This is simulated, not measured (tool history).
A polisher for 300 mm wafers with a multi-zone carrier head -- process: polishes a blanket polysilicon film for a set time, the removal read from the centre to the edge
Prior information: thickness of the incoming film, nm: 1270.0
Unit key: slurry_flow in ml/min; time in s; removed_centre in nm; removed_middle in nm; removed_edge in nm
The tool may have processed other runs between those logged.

run	day	slurry_flow	centre_zone	middle_zone	edge_zone	time	removed_centre	removed_middle	removed_edge
1	0	310	1	1	1	81	515.37	511.7	531.33
2	0.071	315	1.01	1.01	1.02	83	548.03	523.1	553.44
3	0.196	315	1.01	0.97	1.02	83	539.59	508.63	550.08
4	0.421	315	0.95	0.97	1.02	83	503.6	508.56	556
5	0.45	320	0.96	0.99	1.03	84	516.98	526.25	560.9
6	0.708	320	0.96	0.99	1.07	84	519.92	522.7	579.69
7	0.871	325	0.97	1.01	1.08	85	536.81	544.02	582.84
8	0.979	325	0.98	1.02	1.09	86	549.44	544.06	573.08

The next listed run, before its measurement:
9	1.2	360	0.99	1.05	1.1	101	?	?	?

{"run 9": {"removed_centre": 656.04, "removed_middle": 669.44, "removed_edge": 684.26}}
